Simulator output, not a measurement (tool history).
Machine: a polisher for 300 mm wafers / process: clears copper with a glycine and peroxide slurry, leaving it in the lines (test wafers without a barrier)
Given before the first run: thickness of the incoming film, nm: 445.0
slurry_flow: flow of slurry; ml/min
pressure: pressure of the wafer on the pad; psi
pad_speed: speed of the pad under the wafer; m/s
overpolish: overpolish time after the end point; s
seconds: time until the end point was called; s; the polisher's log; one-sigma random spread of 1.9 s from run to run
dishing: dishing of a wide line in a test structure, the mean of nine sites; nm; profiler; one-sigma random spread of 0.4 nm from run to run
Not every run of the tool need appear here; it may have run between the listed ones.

Run 1, day 0: slurry_flow 315 ml/min, pressure 2.1 psi, pad_speed 1.08 m/s, overpolish 13 s. Result: seconds 106.67 s, dishing 35.211 nm.
Run 2, day 0.088: slurry_flow 315 ml/min, pressure 1.9 psi, pad_speed 1.06 m/s, overpolish 14 s. Result: seconds 118.89 s, dishing 34.127 nm.
Run 3, day 0.225: slurry_flow 315 ml/min, pressure 1.9 psi, pad_speed 1.06 m/s, overpolish 11 s. Result: seconds 118.12 s, dishing 28.067 nm.
Run 4, day 0.546: slurry_flow 315 ml/min, pressure 1.9 psi, pad_speed 1.28 m/s, overpolish 11 s. Result: seconds 101.35 s, dishing 31.607 nm.
Run 5, day 0.7: slurry_flow 315 ml/min, pressure 1.9 psi, pad_speed 1.28 m/s, overpolish 9 s. Result: seconds 101.03 s, dishing 27.344 nm.
Run 6, day 0.854: slurry_flow 315 ml/min, pressure 1.9 psi, pad_speed 1.04 m/s, overpolish 9 s. Result: seconds 117.41 s, dishing 23.154 nm.
Run 7, day 0.9: slurry_flow 315 ml/min, pressure 1.7 psi, pad_speed 1.04 m/s, overpolish 11 s. Result: seconds 126.28 s, dishing 26.731 nm.

Run 8 comes next. What will it give?
Run 8, day 1.079: slurry_flow 315 ml/min, pressure 1.5 psi, pad_speed 1.02 m/s, overpolish 12 s. Result: seconds ?, dishing ?.

Run 8 came out at seconds 142.81 s, dishing 25.774 nm.
